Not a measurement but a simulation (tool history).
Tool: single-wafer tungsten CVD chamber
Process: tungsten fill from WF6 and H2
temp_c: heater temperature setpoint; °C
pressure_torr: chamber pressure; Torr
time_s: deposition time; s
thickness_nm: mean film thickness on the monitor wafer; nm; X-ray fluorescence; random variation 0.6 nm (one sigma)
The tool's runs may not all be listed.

run  hour  temp_c  pressure_torr  time_s  thickness_nm
  1   0.0     385           31.6    37.7         78.99
  2   1.7     395           31.6    37.7         93.69
  3   8.3     399           33.0    37.8        103.10
  4  12.1     399           33.0    37.7        102.10
  5  12.7     399           33.0    37.7        102.80
  6  21.5     399           33.0    39.0        105.74

The next listed run, before its measurement:
  7  22.3     402           33.6    39.0             ?

{"run 7": {"thickness_nm": 112.68}}
